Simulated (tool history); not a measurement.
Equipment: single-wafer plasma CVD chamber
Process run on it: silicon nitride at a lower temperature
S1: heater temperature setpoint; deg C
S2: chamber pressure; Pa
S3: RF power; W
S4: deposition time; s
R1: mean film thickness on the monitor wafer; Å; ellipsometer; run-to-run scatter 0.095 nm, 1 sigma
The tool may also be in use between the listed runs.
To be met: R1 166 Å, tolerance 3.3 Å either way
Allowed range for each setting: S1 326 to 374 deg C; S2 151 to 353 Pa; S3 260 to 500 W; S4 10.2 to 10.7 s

{"run": 1, "day": 0.0, "S1": 350, "S2": 252, "S3": 380, "S4": 10.7, "R1": 134.43}
{"run": 2, "day": 0.146, "S1": 350, "S2": 252, "S3": 380, "S4": 10.7, "R1": 135.54}
{"run": 3, "day": 0.333, "S1": 350, "S2": 260, "S3": 390, "S4": 10.7, "R1": 137.36}
{"run": 4, "day": 0.467, "S1": 350, "S2": 260, "S3": 390, "S4": 10.2, "R1": 132.64}
{"run": 5, "day": 0.529, "S1": 350, "S2": 260, "S3": 440, "S4": 10.2, "R1": 148.33}
{"run": 6, "day": 0.821, "S1": 350, "S2": 265, "S3": 445, "S4": 10.2, "R1": 149.41}
{"run": 7, "day": 1.038, "S1": 350, "S2": 271, "S3": 450, "S4": 10.2, "R1": 150.39}
{"run": 8, "day": 1.071, "S1": 350, "S2": 272, "S3": 455, "S4": 10.2, "R1": 153.58}
{"run": 9, "day": 1.4, "S1": 350, "S2": 277, "S3": 455, "S4": 10.2, "R1": 151.51}
{"run": 10, "day": 1.571, "S1": 350, "S2": 277, "S3": 460, "S4": 10.2, "R1": 153.95}
{"run": 11, "day": 1.846, "S1": 350, "S2": 277, "S3": 465, "S4": 10.2, "R1": 156.29}
{"run": 12, "day": 2.083, "S1": 350, "S2": 280, "S3": 465, "S4": 10.2, "R1": 157.03}
{"run": 13, "day": 2.442, "S1": 350, "S2": 284, "S3": 465, "S4": 10.2, "R1": 155.26}

Next run, 4 choices. One meets every target within its allowed miss, the rest don't. Which?
{"run": "A", "day": 2.8, "S1": 350, "S2": 237, "S3": 500, "S4": 10.7, "R1": "?"}
{"run": "B", "day": 2.8, "S1": 351, "S2": 339, "S3": 385, "S4": 10.7, "R1": "?"}
{"run": "C", "day": 2.8, "S1": 364, "S2": 243, "S3": 475, "S4": 10.2, "R1": "?"}
{"run": "D", "day": 2.8, "S1": 344, "S2": 284, "S3": 395, "S4": 10.6, "R1": "?"}

move=A R1=165.45
move=B R1=146.3
move=C R1=152.19
move=D R1=142.71
A: every result within its allowed miss
B: misses by more than the last run did
C: misses by more than the last run did
D: misses by more than the last run did
Move A is the one to make.
